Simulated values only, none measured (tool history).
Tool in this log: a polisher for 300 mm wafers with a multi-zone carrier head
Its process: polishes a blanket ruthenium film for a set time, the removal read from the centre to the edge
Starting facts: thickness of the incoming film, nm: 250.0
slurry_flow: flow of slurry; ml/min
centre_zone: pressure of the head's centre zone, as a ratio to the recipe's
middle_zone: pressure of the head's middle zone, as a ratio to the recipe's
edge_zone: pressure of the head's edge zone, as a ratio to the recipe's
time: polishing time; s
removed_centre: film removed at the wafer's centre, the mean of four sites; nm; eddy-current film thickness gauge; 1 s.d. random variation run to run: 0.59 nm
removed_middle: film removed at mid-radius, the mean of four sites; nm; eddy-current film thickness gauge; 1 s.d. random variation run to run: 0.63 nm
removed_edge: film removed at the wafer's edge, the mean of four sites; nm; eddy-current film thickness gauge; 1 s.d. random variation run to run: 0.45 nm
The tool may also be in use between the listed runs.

run,hour,slurry_flow,centre_zone,middle_zone,edge_zone,time,removed_centre,removed_middle,removed_edge
1,0,205,1,1,1,49,59.97,58.683,59.348
2,1.7,205,1,1.05,1,49,57.729,61.944,59.102
3,2.4,225,0.98,1.07,1.04,49,58.024,62.772,60.807
4,6.6,190,0.98,1.07,1.04,49,57.285,62.241,60.437
5,13.7,190,0.98,1.07,1.04,44,50.748,55.573,54.21
6,21.6,190,0.98,1.12,1.04,44,50.634,58.813,52.809
7,24.5,200,0.96,1.14,1.09,46,52.957,61.65,57.795
8,31.6,210,0.94,1.16,1.11,47,52.678,64.486,60.347

Expected results for the next run?
9,33.7,225,0.94,1.17,1.13,48,?,?,?

Run 9 produced removed_centre 55.096 nm, removed_middle 66.285 nm, removed_edge 62.108 nm.
